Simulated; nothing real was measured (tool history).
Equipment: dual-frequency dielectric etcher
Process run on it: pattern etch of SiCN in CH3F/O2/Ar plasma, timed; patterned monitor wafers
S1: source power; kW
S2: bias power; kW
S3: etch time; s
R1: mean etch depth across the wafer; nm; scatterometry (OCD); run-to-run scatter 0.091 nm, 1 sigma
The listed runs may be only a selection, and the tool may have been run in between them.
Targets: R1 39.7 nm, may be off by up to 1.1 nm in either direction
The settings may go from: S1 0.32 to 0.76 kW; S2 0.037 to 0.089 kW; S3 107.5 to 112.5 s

run  hour    S1     S2     S3      R1
  1     0  0.54  0.063  107.5  44.631
  2   6.7  0.54  0.063  107.5  44.507
  3   9.4  0.51  0.062  107.5  43.354
  4  16.5  0.49  0.061  107.5  42.252
  5  19.7  0.48  0.061  107.5    41.9
  6  23.9  0.47  0.061  107.5  41.559
  7  24.5  0.46  0.061  107.5  41.274
  8  31.8  0.45  0.061  107.5  40.937

Which single option among these 4 for the next run brings every result within its allowed miss of target? Just one does.
  A  39.1  0.32  0.072    108   ?
  B  39.1  0.39  0.056  112.5   ?
  C  39.1  0.47   0.06  109.5   ?
  D  39.1  0.39  0.052    110   ?

move      R1
   A  37.294
   B  39.289
   C  42.241
   D  37.631
A: carries the result that was furthest off beyond its target, to the other side
B: all results in spec
C: moves away from the targets compared with the last run
D: carries the result that was furthest off beyond its target, to the other side
B is the move that brings every result within its allowed miss.

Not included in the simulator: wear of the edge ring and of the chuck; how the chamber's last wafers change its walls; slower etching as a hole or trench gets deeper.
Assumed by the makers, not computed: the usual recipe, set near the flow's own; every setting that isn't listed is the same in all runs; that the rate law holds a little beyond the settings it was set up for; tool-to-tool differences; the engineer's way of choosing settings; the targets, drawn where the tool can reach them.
